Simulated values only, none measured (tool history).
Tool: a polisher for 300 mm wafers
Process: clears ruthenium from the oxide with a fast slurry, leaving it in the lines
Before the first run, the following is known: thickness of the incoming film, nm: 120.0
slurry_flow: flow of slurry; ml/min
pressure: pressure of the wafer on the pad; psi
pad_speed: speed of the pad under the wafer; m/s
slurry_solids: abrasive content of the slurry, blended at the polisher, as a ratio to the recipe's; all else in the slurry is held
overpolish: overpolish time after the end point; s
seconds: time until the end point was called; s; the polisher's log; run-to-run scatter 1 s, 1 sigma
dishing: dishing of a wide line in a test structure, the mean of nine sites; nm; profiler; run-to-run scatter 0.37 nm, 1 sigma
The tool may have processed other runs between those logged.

run,day,slurry_flow,pressure,pad_speed,slurry_solids,overpolish,seconds,dishing
1,0,165,2.4,1.06,1,26,33.6,58.651
2,0.038,165,2.4,1.06,1,21,32.392,50.221
3,0.267,165,2.6,1.06,1,21,31.373,53.64
4,0.346,165,2.1,0.96,1,17,39.369,37.617
5,0.65,165,2.1,1.1,1,17,34.624,42.109
6,0.783,165,1.7,1.1,1,17,43.442,36.715
7,0.854,190,1.5,0.9,1.15,14,57.863,25.791
8,0.925,210,1.5,0.88,1.25,12,56.302,21.814
9,0.975,230,1.2,0.86,1.35,8,67.761,12.813

Run 10 is up next; what results do you expect?
10,1.288,215,1.3,0.86,1.35,8,?,?

seconds: 62.057 s
dishing: 13.746 nm

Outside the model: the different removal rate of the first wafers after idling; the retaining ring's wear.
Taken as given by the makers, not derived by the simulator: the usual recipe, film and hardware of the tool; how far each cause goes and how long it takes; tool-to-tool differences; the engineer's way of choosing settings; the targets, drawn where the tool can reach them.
